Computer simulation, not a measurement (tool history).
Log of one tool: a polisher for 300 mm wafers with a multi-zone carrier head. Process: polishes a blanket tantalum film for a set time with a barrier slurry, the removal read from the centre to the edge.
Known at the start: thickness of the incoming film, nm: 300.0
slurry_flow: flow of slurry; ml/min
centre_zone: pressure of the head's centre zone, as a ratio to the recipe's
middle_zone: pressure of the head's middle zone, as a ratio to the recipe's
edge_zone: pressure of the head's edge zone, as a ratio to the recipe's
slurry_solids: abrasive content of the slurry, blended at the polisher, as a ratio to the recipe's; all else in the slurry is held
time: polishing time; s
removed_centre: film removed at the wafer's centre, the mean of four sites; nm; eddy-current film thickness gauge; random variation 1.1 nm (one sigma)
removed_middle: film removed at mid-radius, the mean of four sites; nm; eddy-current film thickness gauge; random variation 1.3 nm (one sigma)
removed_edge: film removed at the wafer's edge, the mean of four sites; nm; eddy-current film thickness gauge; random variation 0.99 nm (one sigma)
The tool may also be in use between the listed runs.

{"run": 1, "hour": 0.0, "slurry_flow": 290, "centre_zone": 1.0, "middle_zone": 1.0, "edge_zone": 1.0, "slurry_solids": 1.0, "time": 46, "removed_centre": 116.91, "removed_middle": 115.11, "removed_edge": 118.37}
{"run": 2, "hour": 0.9, "slurry_flow": 290, "centre_zone": 1.0, "middle_zone": 1.0, "edge_zone": 1.0, "slurry_solids": 1.0, "time": 57, "removed_centre": 147.26, "removed_middle": 140.61, "removed_edge": 147.49}
{"run": 3, "hour": 4.9, "slurry_flow": 290, "centre_zone": 0.97, "middle_zone": 1.0, "edge_zone": 1.0, "slurry_solids": 1.0, "time": 57, "removed_centre": 138.93, "removed_middle": 142.66, "removed_edge": 150.2}
{"run": 4, "hour": 10.8, "slurry_flow": 290, "centre_zone": 0.97, "middle_zone": 1.0, "edge_zone": 1.0, "slurry_solids": 1.1, "time": 57, "removed_centre": 145.0, "removed_middle": 143.36, "removed_edge": 149.82}
{"run": 5, "hour": 13.7, "slurry_flow": 290, "centre_zone": 0.97, "middle_zone": 1.0, "edge_zone": 1.0, "slurry_solids": 1.1, "time": 51, "removed_centre": 128.21, "removed_middle": 129.67, "removed_edge": 137.04}
{"run": 6, "hour": 15.9, "slurry_flow": 290, "centre_zone": 0.97, "middle_zone": 1.0, "edge_zone": 1.0, "slurry_solids": 1.0, "time": 51, "removed_centre": 124.9, "removed_middle": 127.86, "removed_edge": 133.61}
{"run": 7, "hour": 19.7, "slurry_flow": 290, "centre_zone": 0.97, "middle_zone": 1.0, "edge_zone": 1.0, "slurry_solids": 1.0, "time": 51, "removed_centre": 125.13, "removed_middle": 126.73, "removed_edge": 131.46}
{"run": 8, "hour": 28.4, "slurry_flow": 285, "centre_zone": 0.94, "middle_zone": 1.01, "edge_zone": 0.97, "slurry_solids": 0.9, "time": 51, "removed_centre": 117.49, "removed_middle": 125.41, "removed_edge": 128.08}
{"run": 9, "hour": 37.2, "slurry_flow": 285, "centre_zone": 0.88, "middle_zone": 1.1, "edge_zone": 0.87, "slurry_solids": 0.65, "time": 49, "removed_centre": 95.933, "removed_middle": 113.75, "removed_edge": 102.78}
{"run": 10, "hour": 46.1, "slurry_flow": 290, "centre_zone": 0.88, "middle_zone": 1.11, "edge_zone": 0.89, "slurry_solids": 0.65, "time": 49, "removed_centre": 96.702, "removed_middle": 116.28, "removed_edge": 103.52}
{"run": 11, "hour": 51.6, "slurry_flow": 290, "centre_zone": 0.87, "middle_zone": 1.11, "edge_zone": 0.91, "slurry_solids": 0.65, "time": 49, "removed_centre": 95.783, "removed_middle": 117.59, "removed_edge": 106.91}

The next listed run, before its measurement:
{"run": 12, "hour": 52.8, "slurry_flow": 295, "centre_zone": 0.87, "middle_zone": 1.11, "edge_zone": 0.92, "slurry_solids": 0.65, "time": 49, "removed_centre": "?", "removed_middle": "?", "removed_edge": "?"}

removed_centre: 95.536 nm
removed_middle: 116.57 nm
removed_edge: 106.03 nm

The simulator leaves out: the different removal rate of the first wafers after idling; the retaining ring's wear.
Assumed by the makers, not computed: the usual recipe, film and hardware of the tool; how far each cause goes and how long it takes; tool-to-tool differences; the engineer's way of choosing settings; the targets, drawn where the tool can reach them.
